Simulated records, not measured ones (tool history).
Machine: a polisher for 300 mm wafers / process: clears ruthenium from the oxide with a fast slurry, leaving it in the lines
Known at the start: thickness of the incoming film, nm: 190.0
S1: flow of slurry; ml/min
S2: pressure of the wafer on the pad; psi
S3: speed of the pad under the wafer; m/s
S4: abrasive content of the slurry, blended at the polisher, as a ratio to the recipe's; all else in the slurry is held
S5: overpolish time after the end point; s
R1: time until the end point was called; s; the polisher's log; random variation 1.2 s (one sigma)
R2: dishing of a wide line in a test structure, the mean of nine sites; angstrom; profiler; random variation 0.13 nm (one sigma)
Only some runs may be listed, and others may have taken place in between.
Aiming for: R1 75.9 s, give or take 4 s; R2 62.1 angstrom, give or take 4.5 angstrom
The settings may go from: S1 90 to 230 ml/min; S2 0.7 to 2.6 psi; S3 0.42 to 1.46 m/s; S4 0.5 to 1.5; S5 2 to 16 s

| run | day | S1 | S2 | S3 | S4 | S5 | R1 | R2 |
|---|---|---|---|---|---|---|---|---|
| 1 | 0 | 150 | 1.6 | 0.94 | 1 | 8 | 92.289 | 135.77 |
| 2 | 0.25 | 150 | 1.6 | 1.06 | 1 | 8 | 86.396 | 150 |
| 3 | 0.429 | 150 | 1.6 | 1.06 | 1 | 9 | 84.236 | 163.42 |
| 4 | 0.562 | 150 | 1.6 | 1.06 | 0.85 | 9 | 95.196 | 145.97 |
| 5 | 0.9 | 150 | 1.2 | 1.06 | 0.85 | 9 | 125.37 | 111.31 |
| 6 | 0.946 | 120 | 1.2 | 1.06 | 0.85 | 9 | 134.64 | 110.36 |
| 7 | 1.046 | 130 | 1.3 | 1.06 | 0.85 | 8 | 119.87 | 105.26 |
| 8 | 1.4 | 140 | 1.4 | 1.06 | 0.8 | 7 | 117.6 | 92.382 |
| 9 | 1.617 | 150 | 1.5 | 1.06 | 0.8 | 6 | 106.57 | 84.113 |
| 10 | 1.938 | 155 | 1.6 | 1.06 | 0.8 | 6 | 98.376 | 94.801 |
| 11 | 2.033 | 165 | 1.6 | 1.06 | 0.8 | 6 | 101.33 | 92.415 |
| 12 | 2.058 | 170 | 1.7 | 1.06 | 0.75 | 6 | 99.574 | 89.74 |
| 13 | 2.275 | 175 | 1.8 | 1.06 | 0.75 | 6 | 91.062 | 102.55 |
| 14 | 2.525 | 180 | 1.8 | 1.08 | 0.75 | 6 | 89.932 | 101.2 |
| 15 | 2.9 | 180 | 1.8 | 1.08 | 0.75 | 6 | 92.077 | 102.83 |
| 16 | 3.121 | 180 | 1.8 | 1.08 | 0.75 | 6 | 92.152 | 99.103 |
| 17 | 3.279 | 185 | 2 | 1.08 | 0.75 | 2 | 82.544 | 39.163 |
| 18 | 3.312 | 180 | 2 | 1.18 | 0.75 | 4 | 77.828 | 78.903 |

Exactly one of the 5 candidate moves below puts every result within its allowed miss. Which one?
| A | 3.346 | 195 | 2 | 1.08 | 0.8 | 5 | ? | ? |
| B | 3.346 | 185 | 1.7 | 1.12 | 0.8 | 3 | ? | ? |
| C | 3.346 | 195 | 2.2 | 1.02 | 0.7 | 3 | ? | ? |
| D | 3.346 | 170 | 1.6 | 1.24 | 0.8 | 3 | ? | ? |
| E | 3.346 | 180 | 2.2 | 1.22 | 0.7 | 3 | ? | ? |

| move | R1 | R2 |
|---|---|---|
| A | 79.98 | 101.11 |
| B | 92.134 | 53.415 |
| C | 86.806 | 56.64 |
| D | 92.373 | 53.279 |
| E | 78 | 62.918 |
A: its largest miss is bigger than the last run's
B: moves the result that the last run missed by most past its target, out the other side
C: moves the result that the last run missed by most past its target, out the other side
D: moves the result that the last run missed by most past its target, out the other side
E: every result within its allowed miss
Answer: E

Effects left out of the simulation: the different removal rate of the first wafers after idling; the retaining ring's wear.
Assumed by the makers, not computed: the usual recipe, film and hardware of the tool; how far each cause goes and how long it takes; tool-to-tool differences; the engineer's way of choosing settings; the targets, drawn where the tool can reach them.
